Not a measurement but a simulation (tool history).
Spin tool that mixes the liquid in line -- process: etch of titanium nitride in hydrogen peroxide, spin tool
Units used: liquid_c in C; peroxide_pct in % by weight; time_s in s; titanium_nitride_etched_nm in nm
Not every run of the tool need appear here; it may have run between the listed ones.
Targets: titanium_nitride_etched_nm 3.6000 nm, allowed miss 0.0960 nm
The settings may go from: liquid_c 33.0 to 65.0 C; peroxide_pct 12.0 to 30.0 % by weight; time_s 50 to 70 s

| run | hour | liquid_c | peroxide_pct | time_s | titanium_nitride_etched_nm |
|---|---|---|---|---|---|
| 1 | 0.0 | 49.0 | 20.5 | 70 | 1.6559 |
| 2 | 0.6 | 49.0 | 20.5 | 50 | 1.1828 |
| 3 | 6.1 | 52.5 | 20.5 | 50 | 1.5417 |
| 4 | 12.4 | 47.0 | 20.5 | 50 | 1.0449 |
| 5 | 16.1 | 50.5 | 20.5 | 50 | 1.3195 |
| 6 | 19.1 | 50.5 | 24.0 | 50 | 1.3783 |
| 7 | 27.2 | 54.0 | 24.0 | 50 | 1.7627 |
| 8 | 32.2 | 56.5 | 24.0 | 50 | 2.1236 |
| 9 | 38.8 | 58.0 | 24.0 | 50 | 2.3513 |
| 10 | 40.3 | 65.0 | 24.0 | 50 | 3.7235 |
| 11 | 46.2 | 65.0 | 24.0 | 50 | 3.7554 |

Which single option among these 4 for the next run brings every result within its allowed miss of target? Just one does.
| A | 52.1 | 58.5 | 24.5 | 70 | ? |
| B | 52.1 | 63.0 | 30.0 | 50 | ? |
| C | 52.1 | 60.5 | 25.0 | 70 | ? |
| D | 52.1 | 64.5 | 24.5 | 50 | ? |

| move | titanium_nitride_etched_nm |
|---|---|
| A | 3.4261 |
| B | 3.4693 |
| C | 3.9439 |
| D | 3.6660 |
A: pushes the last run's worst result past its target
B: pushes the last run's worst result past its target
C: misses by more than the last run did
D: every result within its allowed miss
The right move is D.
